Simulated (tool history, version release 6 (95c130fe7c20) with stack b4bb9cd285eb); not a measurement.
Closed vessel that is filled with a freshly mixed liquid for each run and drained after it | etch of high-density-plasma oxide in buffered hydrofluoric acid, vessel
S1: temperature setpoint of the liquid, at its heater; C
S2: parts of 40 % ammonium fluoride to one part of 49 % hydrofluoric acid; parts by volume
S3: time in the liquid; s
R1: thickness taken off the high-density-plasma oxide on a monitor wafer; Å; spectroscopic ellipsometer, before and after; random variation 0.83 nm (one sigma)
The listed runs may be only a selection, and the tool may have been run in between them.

Run 1, day 0: S1 21 C, S2 11.5 parts by volume, S3 105 s. Result: R1 1525.7 Å.
Run 2, day 0.088: S1 21 C, S2 13 parts by volume, S3 105 s. Result: R1 1356.8 Å.
Run 3, day 0.292: S1 21 C, S2 11 parts by volume, S3 105 s. Result: R1 1594 Å.
Run 4, day 0.379: S1 22.5 C, S2 11 parts by volume, S3 105 s. Result: R1 1733.7 Å.
Run 5, day 0.554: S1 23.5 C, S2 11 parts by volume, S3 105 s. Result: R1 1829.7 Å.
Run 6, day 0.6: S1 23.5 C, S2 12.5 parts by volume, S3 105 s. Result: R1 1610.7 Å.
Run 7, day 0.858: S1 25 C, S2 12.5 parts by volume, S3 105 s. Result: R1 1764.1 Å.

Forecast run 8:
Run 8, day 1.15: S1 25 C, S2 12.5 parts by volume, S3 105 s. Result: R1 ?.

For run 8 the tool returned R1 1765.3 Å.

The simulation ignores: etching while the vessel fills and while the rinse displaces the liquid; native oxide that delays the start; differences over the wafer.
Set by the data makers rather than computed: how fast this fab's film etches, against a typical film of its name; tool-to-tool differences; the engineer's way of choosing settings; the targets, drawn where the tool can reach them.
